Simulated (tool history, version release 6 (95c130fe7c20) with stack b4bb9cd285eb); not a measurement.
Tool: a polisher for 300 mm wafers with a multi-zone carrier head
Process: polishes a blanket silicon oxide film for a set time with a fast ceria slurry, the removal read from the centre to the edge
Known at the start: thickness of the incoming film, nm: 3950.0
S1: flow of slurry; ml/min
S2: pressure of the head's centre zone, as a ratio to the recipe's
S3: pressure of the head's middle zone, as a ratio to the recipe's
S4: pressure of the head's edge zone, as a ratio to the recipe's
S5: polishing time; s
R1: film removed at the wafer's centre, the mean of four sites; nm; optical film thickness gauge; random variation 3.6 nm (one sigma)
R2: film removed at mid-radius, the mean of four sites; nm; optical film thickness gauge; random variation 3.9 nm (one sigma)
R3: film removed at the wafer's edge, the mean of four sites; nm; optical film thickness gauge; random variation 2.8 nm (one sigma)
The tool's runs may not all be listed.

{"run": 1, "hour": 0.0, "S1": 220, "S2": 1.0, "S3": 1.0, "S4": 1.0, "S5": 37, "R1": 609.97, "R2": 627.78, "R3": 615.65}
{"run": 2, "hour": 1.7, "S1": 220, "S2": 1.0, "S3": 0.99, "S4": 0.99, "S5": 35, "R1": 583.27, "R2": 590.96, "R3": 569.48}
{"run": 3, "hour": 3.1, "S1": 220, "S2": 0.93, "S3": 0.99, "S4": 0.99, "S5": 35, "R1": 546.5, "R2": 588.63, "R3": 576.08}
{"run": 4, "hour": 7.4, "S1": 220, "S2": 0.93, "S3": 0.99, "S4": 0.99, "S5": 40, "R1": 620.61, "R2": 682.89, "R3": 647.38}
{"run": 5, "hour": 14.8, "S1": 220, "S2": 0.93, "S3": 0.93, "S4": 0.99, "S5": 40, "R1": 630.62, "R2": 632.12, "R3": 653.15}
{"run": 6, "hour": 17.1, "S1": 220, "S2": 0.99, "S3": 0.93, "S4": 0.99, "S5": 40, "R1": 659.88, "R2": 633.1, "R3": 661.58}
{"run": 7, "hour": 24.8, "S1": 220, "S2": 0.98, "S3": 0.93, "S4": 0.97, "S5": 38, "R1": 629.04, "R2": 608.67, "R3": 628.21}
{"run": 8, "hour": 31.4, "S1": 215, "S2": 0.98, "S3": 0.93, "S4": 0.96, "S5": 36, "R1": 583.21, "R2": 580.97, "R3": 579.85}
{"run": 9, "hour": 34.2, "S1": 215, "S2": 0.98, "S3": 0.92, "S4": 0.95, "S5": 34, "R1": 561.98, "R2": 541.7, "R3": 544.34}
{"run": 10, "hour": 42.5, "S1": 210, "S2": 0.97, "S3": 0.91, "S4": 0.94, "S5": 33, "R1": 535.81, "R2": 513.73, "R3": 533.13}
{"run": 11, "hour": 49.6, "S1": 210, "S2": 0.97, "S3": 0.91, "S4": 0.93, "S5": 31, "R1": 499.48, "R2": 484.63, "R3": 492.27}

Run 12 comes next. What will it give?
{"run": 12, "hour": 58.3, "S1": 210, "S2": 0.97, "S3": 0.91, "S4": 0.92, "S5": 30, "R1": "?", "R2": "?", "R3": "?"}

R1: 490.16 nm
R2: 470.05 nm
R3: 470.36 nm
